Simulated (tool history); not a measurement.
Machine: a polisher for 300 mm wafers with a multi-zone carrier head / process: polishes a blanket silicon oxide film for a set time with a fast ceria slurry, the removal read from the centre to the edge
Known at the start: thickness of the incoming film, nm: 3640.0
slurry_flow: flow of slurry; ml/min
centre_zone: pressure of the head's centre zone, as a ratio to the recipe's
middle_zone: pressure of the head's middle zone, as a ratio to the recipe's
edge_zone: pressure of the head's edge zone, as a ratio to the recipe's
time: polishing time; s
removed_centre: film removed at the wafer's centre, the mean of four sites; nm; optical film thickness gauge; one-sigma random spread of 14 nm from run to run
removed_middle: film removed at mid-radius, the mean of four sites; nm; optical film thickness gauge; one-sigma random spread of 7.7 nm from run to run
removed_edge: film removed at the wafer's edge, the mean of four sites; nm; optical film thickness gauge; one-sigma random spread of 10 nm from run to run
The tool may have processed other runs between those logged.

run  hour  slurry_flow  centre_zone  middle_zone  edge_zone  time  removed_centre  removed_middle  removed_edge
  1   0.0          140         1.00         1.00       1.00    62          1455.0          1446.6        1396.5
  2   8.6          140         1.00         1.00       0.95    62          1434.3          1426.3        1377.2
  3  10.9          140         1.00         1.00       0.98    62          1456.6          1430.3        1380.5
  4  18.1          135         0.99         0.99       0.97    62          1419.8          1413.5        1387.2
  5  22.5          130         0.98         0.99       0.96    61          1382.6          1383.1        1328.5
  6  23.6          130         0.98         0.99       0.96    55          1217.5          1240.1        1204.7

Predict the results of run 7:
  7  24.1          130         0.97         0.99       0.97    55               ?               ?             ?

{"run 7": {"removed_centre": 1232.9, "removed_middle": 1254.5, "removed_edge": 1223.9}}

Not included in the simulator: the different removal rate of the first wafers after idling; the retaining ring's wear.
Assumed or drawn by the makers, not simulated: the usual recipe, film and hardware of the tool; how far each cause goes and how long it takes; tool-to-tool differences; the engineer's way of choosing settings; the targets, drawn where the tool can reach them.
